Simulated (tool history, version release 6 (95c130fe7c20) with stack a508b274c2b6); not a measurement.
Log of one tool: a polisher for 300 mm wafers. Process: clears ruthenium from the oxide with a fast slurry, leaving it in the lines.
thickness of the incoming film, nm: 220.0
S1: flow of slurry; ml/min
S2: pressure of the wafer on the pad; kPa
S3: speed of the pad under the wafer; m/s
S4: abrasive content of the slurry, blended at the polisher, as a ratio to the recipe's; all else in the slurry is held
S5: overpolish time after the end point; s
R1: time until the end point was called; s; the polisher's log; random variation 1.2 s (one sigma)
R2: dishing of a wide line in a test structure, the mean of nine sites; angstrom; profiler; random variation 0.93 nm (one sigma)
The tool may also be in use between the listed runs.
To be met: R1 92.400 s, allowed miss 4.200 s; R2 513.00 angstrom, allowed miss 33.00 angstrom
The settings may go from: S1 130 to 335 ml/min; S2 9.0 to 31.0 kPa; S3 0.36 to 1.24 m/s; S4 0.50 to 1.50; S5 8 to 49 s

run 1 hour=0.0 | S1=215 S2=20.0 S3=0.80 S4=1.00 S5=25 | R1=67.691 R2=591.21
run 2 hour=2.3 | S1=215 S2=19.3 S3=0.80 S4=1.00 S5=25 | R1=72.095 R2=563.04
run 3 hour=10.1 | S1=215 S2=20.7 S3=0.80 S4=1.00 S5=25 | R1=64.387 R2=605.17
run 4 hour=14.9 | S1=215 S2=20.7 S3=0.80 S4=0.90 S5=25 | R1=69.650 R2=596.79
run 5 hour=21.1 | S1=215 S2=20.0 S3=0.80 S4=0.90 S5=25 | R1=74.093 R2=580.05
run 6 hour=25.8 | S1=185 S2=20.0 S3=0.80 S4=0.90 S5=25 | R1=73.481 R2=544.99
run 7 hour=31.0 | S1=185 S2=19.3 S3=0.80 S4=0.90 S5=26 | R1=75.916 R2=566.25
run 8 hour=37.9 | S1=185 S2=18.6 S3=0.80 S4=0.90 S5=26 | R1=79.412 R2=547.70
run 9 hour=45.3 | S1=185 S2=17.2 S3=0.80 S4=0.90 S5=27 | R1=84.503 R2=510.21

Which of these 5 next moves meets every target?
run A hour=52.7 | S1=180 S2=19.3 S3=0.84 S4=0.85 S5=21 | R1=? R2=?
run B hour=52.7 | S1=145 S2=15.9 S3=0.76 S4=0.85 S5=29 | R1=? R2=?
run C hour=52.7 | S1=155 S2=18.6 S3=0.88 S4=0.90 S5=21 | R1=? R2=?
run D hour=52.7 | S1=235 S2=13.8 S3=0.96 S4=0.80 S5=28 | R1=? R2=?
run E hour=52.7 | S1=185 S2=19.3 S3=0.74 S4=1.05 S5=21 | R1=? R2=?

move=A R1=76.260 R2=464.75
move=B R1=103.310 R2=471.98
move=C R1=73.727 R2=477.50
move=D R1=94.415 R2=493.05
move=E R1=76.185 R2=465.12
A: further off than the last run
B: takes the result that was furthest off past its target
C: further off than the last run
D: meets every target
E: further off than the last run
Answer: D

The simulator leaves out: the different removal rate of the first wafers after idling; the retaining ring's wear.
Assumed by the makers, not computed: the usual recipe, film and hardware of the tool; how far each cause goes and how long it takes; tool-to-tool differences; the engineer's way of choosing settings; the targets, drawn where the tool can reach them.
